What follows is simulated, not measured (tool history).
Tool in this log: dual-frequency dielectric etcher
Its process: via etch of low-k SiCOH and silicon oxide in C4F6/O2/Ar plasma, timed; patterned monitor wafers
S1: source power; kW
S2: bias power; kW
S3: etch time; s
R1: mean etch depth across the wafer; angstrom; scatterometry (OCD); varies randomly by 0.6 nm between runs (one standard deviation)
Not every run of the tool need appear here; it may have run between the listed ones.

run,hour,S1,S2,S3,R1
1,0.0,0.290,0.177,42.0,1002.30
2,7.2,0.270,0.174,42.0,974.26
3,11.0,0.310,0.174,42.0,1025.40
4,12.7,0.310,0.200,42.0,1102.60
5,16.5,0.310,0.219,42.0,1123.60
6,23.5,0.280,0.212,42.0,1080.20
7,29.8,0.260,0.203,41.5,1029.50
8,35.1,0.250,0.195,41.5,988.75
9,38.8,0.240,0.192,41.5,969.17

Estimate the outcome of run 10 from the log above:
10,39.5,0.230,0.190,41.5,?

Run 10 yielded R1 943.07 angstrom.
